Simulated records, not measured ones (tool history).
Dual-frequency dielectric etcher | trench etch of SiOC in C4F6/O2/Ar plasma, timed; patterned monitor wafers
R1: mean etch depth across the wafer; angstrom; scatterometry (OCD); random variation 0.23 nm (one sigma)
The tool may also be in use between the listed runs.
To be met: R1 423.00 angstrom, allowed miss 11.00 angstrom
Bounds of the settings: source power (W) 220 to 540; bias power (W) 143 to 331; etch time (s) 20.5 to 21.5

run 1 hour=0.0 | source_power_(W)=380 bias_power_(W)=237 etch_time_(s)=20.5 | R1=465.60
run 2 hour=5.1 | source_power_(W)=370 bias_power_(W)=234 etch_time_(s)=20.5 | R1=463.23
run 3 hour=8.3 | source_power_(W)=360 bias_power_(W)=230 etch_time_(s)=20.5 | R1=461.71
run 4 hour=11.5 | source_power_(W)=410 bias_power_(W)=230 etch_time_(s)=20.5 | R1=475.66
run 5 hour=18.1 | source_power_(W)=390 bias_power_(W)=224 etch_time_(s)=20.5 | R1=467.84
run 6 hour=21.6 | source_power_(W)=390 bias_power_(W)=238 etch_time_(s)=20.5 | R1=470.84
run 7 hour=23.3 | source_power_(W)=370 bias_power_(W)=231 etch_time_(s)=20.5 | R1=462.37
run 8 hour=28.2 | source_power_(W)=350 bias_power_(W)=226 etch_time_(s)=20.5 | R1=457.93
run 9 hour=35.2 | source_power_(W)=330 bias_power_(W)=219 etch_time_(s)=20.5 | R1=437.83

5 next moves are on the table. One of them brings every result within its allowed miss. Which?
run A hour=42.2 | source_power_(W)=350 bias_power_(W)=211 etch_time_(s)=21.0 | R1=?
run B hour=42.2 | source_power_(W)=340 bias_power_(W)=219 etch_time_(s)=20.5 | R1=?
run C hour=42.2 | source_power_(W)=290 bias_power_(W)=211 etch_time_(s)=20.5 | R1=?
run D hour=42.2 | source_power_(W)=340 bias_power_(W)=221 etch_time_(s)=21.0 | R1=?
run E hour=42.2 | source_power_(W)=290 bias_power_(W)=225 etch_time_(s)=21.5 | R1=?

move=A R1=456.35
move=B R1=444.94
move=C R1=419.84
move=D R1=456.69
move=E R1=446.58
A: further off than the last run
B: further off than the last run
C: meets every target
D: further off than the last run
E: further off than the last run
Answer: C
